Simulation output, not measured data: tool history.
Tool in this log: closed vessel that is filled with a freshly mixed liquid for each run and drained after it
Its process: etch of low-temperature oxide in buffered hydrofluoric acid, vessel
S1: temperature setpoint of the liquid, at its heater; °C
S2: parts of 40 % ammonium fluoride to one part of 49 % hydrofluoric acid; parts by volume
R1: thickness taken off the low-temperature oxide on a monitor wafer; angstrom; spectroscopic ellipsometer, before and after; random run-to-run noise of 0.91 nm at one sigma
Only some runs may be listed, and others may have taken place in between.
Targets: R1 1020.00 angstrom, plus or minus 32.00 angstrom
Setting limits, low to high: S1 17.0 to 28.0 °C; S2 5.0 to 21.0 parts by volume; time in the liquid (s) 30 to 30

run 1 hour=0.0 | S1=20.0 S2=13.0 time_in_the_liquid_(s)=30 | R1=766.14
run 2 hour=7.9 | S1=20.5 S2=13.0 time_in_the_liquid_(s)=30 | R1=795.45
run 3 hour=9.1 | S1=21.0 S2=13.0 time_in_the_liquid_(s)=30 | R1=813.65
run 4 hour=13.6 | S1=21.0 S2=9.5 time_in_the_liquid_(s)=30 | R1=1084.50
run 5 hour=17.4 | S1=20.5 S2=9.5 time_in_the_liquid_(s)=30 | R1=1061.10
run 6 hour=23.2 | S1=20.5 S2=13.0 time_in_the_liquid_(s)=30 | R1=796.73
run 7 hour=25.1 | S1=21.0 S2=13.0 time_in_the_liquid_(s)=30 | R1=813.89
run 8 hour=26.9 | S1=21.5 S2=13.0 time_in_the_liquid_(s)=30 | R1=840.68
run 9 hour=31.9 | S1=22.0 S2=13.0 time_in_the_liquid_(s)=30 | R1=861.13
run 10 hour=39.1 | S1=22.5 S2=13.0 time_in_the_liquid_(s)=30 | R1=893.84
run 11 hour=43.1 | S1=23.0 S2=13.0 time_in_the_liquid_(s)=30 | R1=893.61
run 12 hour=50.9 | S1=23.5 S2=13.0 time_in_the_liquid_(s)=30 | R1=943.97

Which of these 4 next moves meets every target?
run A hour=58.7 | S1=23.5 S2=12.5 time_in_the_liquid_(s)=30 | R1=?
run B hour=58.7 | S1=21.5 S2=10.0 time_in_the_liquid_(s)=30 | R1=?
run C hour=58.7 | S1=24.0 S2=11.0 time_in_the_liquid_(s)=30 | R1=?
run D hour=58.7 | S1=23.5 S2=12.0 time_in_the_liquid_(s)=30 | R1=?

move=A R1=970.61
move=B R1=1080.80
move=C R1=1130.20
move=D R1=1010.10
A: closer than the last run, but not yet in spec
B: pushes the last run's worst result past its target
C: pushes the last run's worst result past its target
D: each result inside its tolerance
Move D is the one to make.
